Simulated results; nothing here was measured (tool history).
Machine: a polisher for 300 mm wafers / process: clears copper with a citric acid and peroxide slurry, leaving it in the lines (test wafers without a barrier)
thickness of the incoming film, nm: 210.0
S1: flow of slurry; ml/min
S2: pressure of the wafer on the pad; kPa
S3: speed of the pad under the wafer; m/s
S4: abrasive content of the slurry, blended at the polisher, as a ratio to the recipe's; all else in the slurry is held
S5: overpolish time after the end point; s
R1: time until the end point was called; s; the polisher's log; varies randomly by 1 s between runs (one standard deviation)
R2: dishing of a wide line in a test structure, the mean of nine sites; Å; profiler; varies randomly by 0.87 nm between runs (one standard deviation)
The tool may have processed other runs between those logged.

Run 1, day 0.000: S1 310 ml/min, S2 25.5 kPa, S3 1.00 m/s, S4 1.0, S5 27 s. Result: R1 67.607 s, R2 544.30 Å.
Run 2, day 0.038: S1 310 ml/min, S2 25.5 kPa, S3 1.00 m/s, S4 1.0, S5 23 s. Result: R1 65.858 s, R2 491.99 Å.
Run 3, day 0.254: S1 310 ml/min, S2 27.6 kPa, S3 1.00 m/s, S4 1.0, S5 25 s. Result: R1 62.434 s, R2 540.74 Å.
Run 4, day 0.400: S1 310 ml/min, S2 31.7 kPa, S3 1.00 m/s, S4 1.0, S5 25 s. Result: R1 60.512 s, R2 573.63 Å.
Run 5, day 0.533: S1 310 ml/min, S2 33.1 kPa, S3 1.02 m/s, S4 1.0, S5 27 s. Result: R1 57.111 s, R2 633.66 Å.
Run 6, day 0.838: S1 310 ml/min, S2 33.1 kPa, S3 1.16 m/s, S4 1.0, S5 27 s. Result: R1 50.389 s, R2 687.00 Å.

Run 7, settings as shown, results not yet in. Your forecast:
Run 7, day 1.138: S1 310 ml/min, S2 33.1 kPa, S3 1.14 m/s, S4 1.0, S5 28 s. Result: R1 ?, R2 ?.

R1: 50.833 s
R2: 685.93 Å
